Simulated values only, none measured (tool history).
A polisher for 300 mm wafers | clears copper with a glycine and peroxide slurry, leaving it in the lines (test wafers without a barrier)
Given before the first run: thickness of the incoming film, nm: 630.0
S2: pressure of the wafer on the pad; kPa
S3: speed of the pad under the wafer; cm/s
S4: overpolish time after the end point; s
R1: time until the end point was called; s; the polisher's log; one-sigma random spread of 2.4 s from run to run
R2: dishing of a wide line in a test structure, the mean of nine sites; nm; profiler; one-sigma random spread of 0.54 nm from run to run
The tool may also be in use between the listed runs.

run 1 hour=0.0 | flow_of_slurry_(ml/min)=295 S2=13.1 S3=122 S4=19 | R1=154.34 R2=51.366
run 2 hour=7.6 | flow_of_slurry_(ml/min)=290 S2=12.4 S3=130 S4=16 | R1=148.47 R2=44.701
run 3 hour=13.6 | flow_of_slurry_(ml/min)=290 S2=12.4 S3=144 S4=16 | R1=133.80 R2=46.732
run 4 hour=16.8 | flow_of_slurry_(ml/min)=285 S2=11.0 S3=150 S4=14 | R1=139.87 R2=42.854
run 5 hour=18.7 | flow_of_slurry_(ml/min)=285 S2=11.0 S3=148 S4=12 | R1=146.19 R2=35.477
run 6 hour=23.1 | flow_of_slurry_(ml/min)=285 S2=11.0 S3=166 S4=12 | R1=130.44 R2=38.972
run 7 hour=30.9 | flow_of_slurry_(ml/min)=285 S2=7.6 S3=176 S4=6 | R1=145.41 R2=17.985
-- hour=34.2 head pressure recalibrated
run 8 hour=34.2 | flow_of_slurry_(ml/min)=285 S2=8.3 S3=174 S4=7 | R1=145.45 R2=21.734
run 9 hour=39.7 | flow_of_slurry_(ml/min)=285 S2=8.3 S3=172 S4=7 | R1=146.31 R2=21.134
run 10 hour=46.6 | flow_of_slurry_(ml/min)=285 S2=8.3 S3=170 S4=7 | R1=151.39 R2=20.022

Forecast run 11:
run 11 hour=55.3 | flow_of_slurry_(ml/min)=285 S2=9.0 S3=170 S4=12 | R1=? R2=?

R1: 144.01 s
R2: 36.033 nm

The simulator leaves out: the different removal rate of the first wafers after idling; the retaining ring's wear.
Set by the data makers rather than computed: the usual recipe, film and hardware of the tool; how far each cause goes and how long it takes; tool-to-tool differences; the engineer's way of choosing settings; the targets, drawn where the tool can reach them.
